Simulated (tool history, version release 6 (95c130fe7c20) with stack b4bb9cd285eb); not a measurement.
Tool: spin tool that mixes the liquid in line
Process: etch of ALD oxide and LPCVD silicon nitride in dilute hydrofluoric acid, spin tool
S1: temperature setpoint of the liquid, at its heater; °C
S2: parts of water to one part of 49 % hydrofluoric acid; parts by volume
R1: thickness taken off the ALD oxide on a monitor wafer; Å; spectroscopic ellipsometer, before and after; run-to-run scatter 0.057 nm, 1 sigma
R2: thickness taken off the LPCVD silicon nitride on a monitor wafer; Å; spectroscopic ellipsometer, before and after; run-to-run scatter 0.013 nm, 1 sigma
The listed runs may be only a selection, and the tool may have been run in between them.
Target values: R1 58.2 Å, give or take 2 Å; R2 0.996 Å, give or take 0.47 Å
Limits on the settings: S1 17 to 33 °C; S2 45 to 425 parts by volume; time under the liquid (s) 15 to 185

Run 1, hour 0: S1 25 °C, S2 235 parts by volume, time under the liquid (s) 95. Result: R1 113.12 Å, R2 1.9448 Å.
Run 2, hour 3.8: S1 24.5 °C, S2 245 parts by volume, time under the liquid (s) 95. Result: R1 105.71 Å, R2 2.2199 Å.
Run 3, hour 7.7: S1 22.5 °C, S2 245 parts by volume, time under the liquid (s) 95. Result: R1 100.67 Å, R2 1.4306 Å.
Run 4, hour 9.5: S1 22.5 °C, S2 255 parts by volume, time under the liquid (s) 95. Result: R1 93.859 Å, R2 1.7522 Å.
Run 5, hour 11.7: S1 22 °C, S2 260 parts by volume, time under the liquid (s) 95. Result: R1 90.389 Å, R2 1.6903 Å.
Run 6, hour 15: S1 21.5 °C, S2 265 parts by volume, time under the liquid (s) 95. Result: R1 86.509 Å, R2 1.4252 Å.
Run 7, hour 18.1: S1 21 °C, S2 270 parts by volume, time under the liquid (s) 95. Result: R1 83.782 Å, R2 1.2285 Å.
Run 8, hour 23.7: S1 21 °C, S2 275 parts by volume, time under the liquid (s) 95. Result: R1 81.707 Å, R2 1.6342 Å.
Run 9, hour 32.5: S1 21 °C, S2 275 parts by volume, time under the liquid (s) 95. Result: R1 79.331 Å, R2 1.285 Å.
Run 10, hour 34.6: S1 21 °C, S2 280 parts by volume, time under the liquid (s) 95. Result: R1 80.736 Å, R2 1.5008 Å.
Run 11, hour 42.4: S1 20.5 °C, S2 285 parts by volume, time under the liquid (s) 95. Result: R1 77.072 Å, R2 1.224 Å.
Run 12, hour 45.7: S1 20.5 °C, S2 285 parts by volume, time under the liquid (s) 95. Result: R1 75.938 Å, R2 1.64 Å.

Which of these 4 next moves meets every target?
Run A, hour 49: S1 19 °C, S2 265 parts by volume, time under the liquid (s) 80. Result: R1 ?, R2 ?.
Run B, hour 49: S1 17 °C, S2 190 parts by volume, time under the liquid (s) 60. Result: R1 ?, R2 ?.
Run C, hour 49: S1 23.5 °C, S2 370 parts by volume, time under the liquid (s) 125. Result: R1 ?, R2 ?.
Run D, hour 49: S1 20.5 °C, S2 245 parts by volume, time under the liquid (s) 60. Result: R1 ?, R2 ?.

move      R1       R2
   A  66.739  0.79179
   B  69.161  0.71595
   C  79.731   1.1838
   D  58.344  0.70584
A: closer than the last run, but not yet in spec
B: closer than the last run, but not yet in spec
C: the biggest miss grows against the last run
D: every result lands within tolerance
So the answer is move D, the one that meets all the targets.

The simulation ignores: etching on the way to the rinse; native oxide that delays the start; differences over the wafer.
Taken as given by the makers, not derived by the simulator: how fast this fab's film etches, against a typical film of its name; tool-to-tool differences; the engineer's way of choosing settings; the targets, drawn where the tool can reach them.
